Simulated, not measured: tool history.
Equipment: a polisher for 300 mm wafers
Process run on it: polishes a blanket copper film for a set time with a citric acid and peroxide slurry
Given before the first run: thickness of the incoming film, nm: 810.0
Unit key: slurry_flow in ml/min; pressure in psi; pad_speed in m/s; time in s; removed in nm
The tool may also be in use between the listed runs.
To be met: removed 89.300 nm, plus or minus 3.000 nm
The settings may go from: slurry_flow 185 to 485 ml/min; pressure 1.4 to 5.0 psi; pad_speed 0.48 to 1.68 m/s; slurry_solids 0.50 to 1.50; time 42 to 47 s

run,day,slurry_flow,pressure,pad_speed,slurry_solids,time,removed
1,0.000,310,3.2,1.08,1.00,47,110.850
2,0.150,310,3.1,1.08,1.00,47,109.040
3,0.333,310,3.1,1.08,1.20,47,112.340
4,0.496,310,3.1,1.20,1.20,47,123.200
5,0.567,310,3.1,1.00,1.20,47,105.190
6,0.742,310,3.1,0.82,1.20,47,93.242
7,0.825,310,3.1,0.82,1.20,47,92.793
8,0.921,310,3.1,0.82,1.20,47,92.559

Next run, 5 choices. One meets every target within its allowed miss, the rest don't. Which?
A,1.017,280,3.2,0.82,1.20,47,?
B,1.017,345,3.5,0.86,1.15,42,?
C,1.017,340,2.9,0.88,1.50,47,?
D,1.017,335,3.5,0.74,0.90,45,?
E,1.017,270,3.3,0.84,1.20,47,?

move,removed
A,95.958
B,97.180
C,96.867
D,89.956
E,100.200
A: its largest miss is bigger than the last run's
B: its largest miss is bigger than the last run's
C: its largest miss is bigger than the last run's
D: meets every target
E: its largest miss is bigger than the last run's
The move that meets every target is D.

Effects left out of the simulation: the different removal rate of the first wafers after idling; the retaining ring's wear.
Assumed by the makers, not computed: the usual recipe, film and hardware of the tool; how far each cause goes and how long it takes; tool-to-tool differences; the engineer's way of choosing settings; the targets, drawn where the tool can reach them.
